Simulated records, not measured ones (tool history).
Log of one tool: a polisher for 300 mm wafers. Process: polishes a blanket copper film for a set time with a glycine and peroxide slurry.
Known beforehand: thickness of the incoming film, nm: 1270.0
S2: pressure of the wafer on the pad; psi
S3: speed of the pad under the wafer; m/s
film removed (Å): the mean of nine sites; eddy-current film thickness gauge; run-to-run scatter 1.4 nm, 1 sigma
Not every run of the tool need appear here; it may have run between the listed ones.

Run 1, day 0: flow of slurry (ml/min) 305, S2 3.5 psi, S3 1.18 m/s, polishing time (s) 58. Result: film removed (Å) 3783.
Run 2, day 0.238: flow of slurry (ml/min) 365, S2 3.5 psi, S3 1.18 m/s, polishing time (s) 58. Result: film removed (Å) 3816.6.
Run 3, day 0.612: flow of slurry (ml/min) 365, S2 2.9 psi, S3 1.12 m/s, polishing time (s) 58. Result: film removed (Å) 3090.3.
Run 4, day 0.833: flow of slurry (ml/min) 365, S2 2.9 psi, S3 0.9 m/s, polishing time (s) 58. Result: film removed (Å) 2573.6.
At day 1.2: slurry nozzle cleaned.
Run 5, day 1.2: flow of slurry (ml/min) 365, S2 2.7 psi, S3 0.9 m/s, polishing time (s) 58. Result: film removed (Å) 2523.5.
Run 6, day 1.233: flow of slurry (ml/min) 365, S2 2.7 psi, S3 0.62 m/s, polishing time (s) 58. Result: film removed (Å) 1876.2.

Predict the results of run 7:
Run 7, day 1.404: flow of slurry (ml/min) 365, S2 2.9 psi, S3 0.62 m/s, polishing time (s) 58. Result: film removed (Å) ?.

film removed (Å): 1983.1

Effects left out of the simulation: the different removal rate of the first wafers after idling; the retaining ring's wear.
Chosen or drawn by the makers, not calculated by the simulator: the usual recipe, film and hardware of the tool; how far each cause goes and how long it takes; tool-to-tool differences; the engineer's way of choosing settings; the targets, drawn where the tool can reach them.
